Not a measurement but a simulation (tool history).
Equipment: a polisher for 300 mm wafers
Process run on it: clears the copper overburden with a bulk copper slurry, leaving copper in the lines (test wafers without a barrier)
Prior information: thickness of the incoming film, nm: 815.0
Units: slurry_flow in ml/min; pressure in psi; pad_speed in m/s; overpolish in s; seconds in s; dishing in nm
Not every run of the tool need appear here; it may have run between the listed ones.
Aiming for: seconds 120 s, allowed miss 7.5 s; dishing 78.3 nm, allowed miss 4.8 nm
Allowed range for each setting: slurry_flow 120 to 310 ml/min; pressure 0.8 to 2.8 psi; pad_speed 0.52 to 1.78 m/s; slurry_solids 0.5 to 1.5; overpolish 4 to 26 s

Run 1, hour 0: slurry_flow 200 ml/min, pressure 1.8 psi, pad_speed 1.14 m/s, slurry_solids 1, overpolish 13 s. Result: seconds 133.26 s, dishing 53.641 nm.
Run 2, hour 5.4: slurry_flow 200 ml/min, pressure 1.8 psi, pad_speed 1.14 m/s, slurry_solids 1, overpolish 14 s. Result: seconds 133.49 s, dishing 55.53 nm.
Run 3, hour 13.8: slurry_flow 200 ml/min, pressure 1.8 psi, pad_speed 1.14 m/s, slurry_solids 1, overpolish 15 s. Result: seconds 130.98 s, dishing 60.621 nm.
Run 4, hour 20.6: slurry_flow 200 ml/min, pressure 1.8 psi, pad_speed 1.14 m/s, slurry_solids 1, overpolish 10 s. Result: seconds 137.47 s, dishing 44.529 nm.
Run 5, hour 22.3: slurry_flow 200 ml/min, pressure 1.8 psi, pad_speed 1.14 m/s, slurry_solids 1, overpolish 12 s. Result: seconds 131.76 s, dishing 51.09 nm.
Run 6, hour 28.4: slurry_flow 200 ml/min, pressure 1.8 psi, pad_speed 1.14 m/s, slurry_solids 1, overpolish 13 s. Result: seconds 133.81 s, dishing 53.954 nm.
Run 7, hour 34.8: slurry_flow 200 ml/min, pressure 1.8 psi, pad_speed 1.14 m/s, slurry_solids 1, overpolish 14 s. Result: seconds 134.21 s, dishing 55.349 nm.
Run 8, hour 40.3: slurry_flow 200 ml/min, pressure 1.8 psi, pad_speed 1.14 m/s, slurry_solids 1, overpolish 15 s. Result: seconds 130.91 s, dishing 56.865 nm.
Run 9, hour 45.6: slurry_flow 200 ml/min, pressure 1.8 psi, pad_speed 1.14 m/s, slurry_solids 1, overpolish 17 s. Result: seconds 132.35 s, dishing 65.194 nm.
Run 10, hour 47: slurry_flow 200 ml/min, pressure 1.9 psi, pad_speed 1.14 m/s, slurry_solids 1, overpolish 18 s. Result: seconds 127.55 s, dishing 67.829 nm.
Run 11, hour 48.7: slurry_flow 200 ml/min, pressure 1.9 psi, pad_speed 1.14 m/s, slurry_solids 1, overpolish 18 s. Result: seconds 125.2 s, dishing 65.592 nm.
Run 12, hour 52.2: slurry_flow 200 ml/min, pressure 1.9 psi, pad_speed 1.16 m/s, slurry_solids 1, overpolish 19 s. Result: seconds 125.15 s, dishing 70.55 nm.
Run 13, hour 54.7: slurry_flow 200 ml/min, pressure 1.9 psi, pad_speed 1.18 m/s, slurry_solids 1, overpolish 20 s. Result: seconds 123.56 s, dishing 73.304 nm.

Of the 4 settings listed for the next run, only one would bring every result within its allowed miss of target. Which one?
Run A, hour 57.2: slurry_flow 190 ml/min, pressure 2 psi, pad_speed 1.08 m/s, slurry_solids 0.95, overpolish 19 s. Result: seconds ?, dishing ?.
Run B, hour 57.2: slurry_flow 200 ml/min, pressure 1.9 psi, pad_speed 1.16 m/s, slurry_solids 1.05, overpolish 16 s. Result: seconds ?, dishing ?.
Run C, hour 57.2: slurry_flow 190 ml/min, pressure 2.2 psi, pad_speed 1.12 m/s, slurry_solids 0.95, overpolish 22 s. Result: seconds ?, dishing ?.
Run D, hour 57.2: slurry_flow 200 ml/min, pressure 1.8 psi, pad_speed 1.1 m/s, slurry_solids 0.95, overpolish 16 s. Result: seconds ?, dishing ?.

move  seconds  dishing
   A   129.44   68.223
   B   122.82   63.087
   C   116.36   79.413
   D   136.45   58.654
A: further off than the last run
B: further off than the last run
C: all results land within tolerance of their targets
D: further off than the last run
Answer: C
